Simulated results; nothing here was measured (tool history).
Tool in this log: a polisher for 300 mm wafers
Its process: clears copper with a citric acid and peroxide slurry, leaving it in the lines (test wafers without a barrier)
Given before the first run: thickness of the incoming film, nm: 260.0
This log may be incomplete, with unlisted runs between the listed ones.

run	hour	flow of slurry (ml/min)	pressure of the wafer on the pad (kPa)	speed of the pad under the wafer (cm/s)	abrasive content of the slurry	overpolish time after the end point (s)	time until the end point was called (s)	dishing of a wide line in a test structure (Å)
1	0	270	25.5	100	1	11	84.065	226.24
2	9	270	23.4	94	1	12	95.803	227.61
3	13.8	300	23.4	94	1	12	94.031	231.05
4	22.4	295	22.1	88	1	12	104.62	197.34
5	30.5	290	20.7	82	1	13	119.08	191.98
# hour 34.2: worn pad replaced by a new one
6	34.2	290	26.9	82	1	13	88.714	254.61
7	35.7	285	24.8	78	1	14	101.63	232.8
8	36.7	280	22.8	74	1	15	114.99	227.01

Run 9 has not been measured yet. What should we expect?
9	42.3	275	21.4	70	1	15	?	?

time until the end point was called (s): 128.95
dishing of a wide line in a test structure (Å): 211.71

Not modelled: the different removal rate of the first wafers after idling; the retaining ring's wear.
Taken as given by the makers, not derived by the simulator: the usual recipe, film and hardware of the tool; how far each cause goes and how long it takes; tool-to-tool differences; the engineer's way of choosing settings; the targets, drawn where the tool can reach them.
